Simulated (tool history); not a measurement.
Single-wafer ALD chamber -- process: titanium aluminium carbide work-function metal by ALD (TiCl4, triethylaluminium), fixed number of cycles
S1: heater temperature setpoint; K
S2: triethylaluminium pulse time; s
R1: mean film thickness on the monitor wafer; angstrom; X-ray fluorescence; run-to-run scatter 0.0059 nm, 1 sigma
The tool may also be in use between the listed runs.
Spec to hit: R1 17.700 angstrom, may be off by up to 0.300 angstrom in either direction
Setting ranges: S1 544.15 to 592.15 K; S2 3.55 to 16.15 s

{"run": 1, "day": 0.0, "S1": 568.15, "S2": 9.85, "R1": 20.018}
{"run": 2, "day": 0.317, "S1": 568.15, "S2": 12.45, "R1": 20.274}
{"run": 3, "day": 0.6, "S1": 563.15, "S2": 11.54, "R1": 19.753}
{"run": 4, "day": 0.662, "S1": 563.15, "S2": 10.35, "R1": 19.7}
{"run": 5, "day": 0.808, "S1": 556.15, "S2": 10.35, "R1": 18.924}
{"run": 6, "day": 0.904, "S1": 556.15, "S2": 12.45, "R1": 19.113}
{"run": 7, "day": 1.012, "S1": 554.15, "S2": 11.87, "R1": 18.858}
{"run": 8, "day": 1.038, "S1": 552.15, "S2": 11.47, "R1": 18.619}
{"run": 9, "day": 1.229, "S1": 550.15, "S2": 11.19, "R1": 18.381}
{"run": 10, "day": 1.346, "S1": 549.15, "S2": 11.01, "R1": 18.203}

5 next moves are on the table. One of them brings every result within its allowed miss. Which?
{"run": "A", "day": 1.462, "S1": 544.15, "S2": 7.27, "R1": "?"}
{"run": "B", "day": 1.462, "S1": 544.15, "S2": 11.36, "R1": "?"}
{"run": "C", "day": 1.462, "S1": 551.15, "S2": 11.94, "R1": "?"}
{"run": "D", "day": 1.462, "S1": 544.15, "S2": 6.54, "R1": "?"}
{"run": "E", "day": 1.462, "S1": 555.15, "S2": 12.47, "R1": "?"}

move=A R1=17.110
move=B R1=17.867
move=C R1=18.626
move=D R1=16.872
move=E R1=19.077
A: carries the result that was furthest off beyond its target, to the other side
B: meets every target
C: lands further from the targets than the last run did
D: carries the result that was furthest off beyond its target, to the other side
E: lands further from the targets than the last run did
Answer: B
